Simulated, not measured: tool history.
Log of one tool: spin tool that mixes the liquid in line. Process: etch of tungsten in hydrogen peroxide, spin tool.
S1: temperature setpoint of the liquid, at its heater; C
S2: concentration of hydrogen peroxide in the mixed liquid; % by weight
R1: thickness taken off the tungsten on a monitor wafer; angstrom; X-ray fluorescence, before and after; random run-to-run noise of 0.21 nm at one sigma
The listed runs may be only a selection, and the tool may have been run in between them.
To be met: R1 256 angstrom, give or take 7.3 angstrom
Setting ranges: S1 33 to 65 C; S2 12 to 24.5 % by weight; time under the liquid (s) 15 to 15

Run 1, hour 0: S1 49 C, S2 16.5 % by weight, time under the liquid (s) 15. Result: R1 298.83 angstrom.
Run 2, hour 8.8: S1 48.5 C, S2 16.5 % by weight, time under the liquid (s) 15. Result: R1 293.26 angstrom.
Run 3, hour 9.6: S1 48.5 C, S2 16.5 % by weight, time under the liquid (s) 15. Result: R1 292.6 angstrom.
Run 4, hour 14.1: S1 51 C, S2 16.5 % by weight, time under the liquid (s) 15. Result: R1 337.29 angstrom.
Run 5, hour 19.6: S1 51 C, S2 17.5 % by weight, time under the liquid (s) 15. Result: R1 346.73 angstrom.
Run 6, hour 20.7: S1 51 C, S2 17.5 % by weight, time under the liquid (s) 15. Result: R1 348.86 angstrom.
Run 7, hour 27.8: S1 50 C, S2 17.5 % by weight, time under the liquid (s) 15. Result: R1 325.8 angstrom.
Run 8, hour 30.8: S1 49.5 C, S2 17.5 % by weight, time under the liquid (s) 15. Result: R1 313.78 angstrom.
Run 9, hour 32.3: S1 49 C, S2 17.5 % by weight, time under the liquid (s) 15. Result: R1 311.48 angstrom.
Run 10, hour 35.2: S1 48.5 C, S2 17.5 % by weight, time under the liquid (s) 15. Result: R1 297.87 angstrom.
Run 11, hour 39.1: S1 48 C, S2 17.5 % by weight, time under the liquid (s) 15. Result: R1 290.65 angstrom.
Run 12, hour 47.3: S1 47.5 C, S2 17.5 % by weight, time under the liquid (s) 15. Result: R1 281.42 angstrom.
Run 13, hour 55.7: S1 46.5 C, S2 17.5 % by weight, time under the liquid (s) 15. Result: R1 266.82 angstrom.

5 candidate next runs follow, results not yet known. Just one meets every target within its allowed miss. Identify it.
Run A, hour 64.1: S1 45.5 C, S2 21 % by weight, time under the liquid (s) 15. Result: R1 ?.
Run B, hour 64.1: S1 48 C, S2 15.5 % by weight, time under the liquid (s) 15. Result: R1 ?.
Run C, hour 64.1: S1 46.5 C, S2 19 % by weight, time under the liquid (s) 15. Result: R1 ?.
Run D, hour 64.1: S1 45 C, S2 23.5 % by weight, time under the liquid (s) 15. Result: R1 ?.
Run E, hour 64.1: S1 47.5 C, S2 14.5 % by weight, time under the liquid (s) 15. Result: R1 ?.

move      R1
   A  271.68
   B   272.8
   C  275.14
   D   278.5
   E   255.8
A: misses by more than the last run did
B: misses by more than the last run did
C: misses by more than the last run did
D: misses by more than the last run did
E: each result inside its tolerance
Answer: E

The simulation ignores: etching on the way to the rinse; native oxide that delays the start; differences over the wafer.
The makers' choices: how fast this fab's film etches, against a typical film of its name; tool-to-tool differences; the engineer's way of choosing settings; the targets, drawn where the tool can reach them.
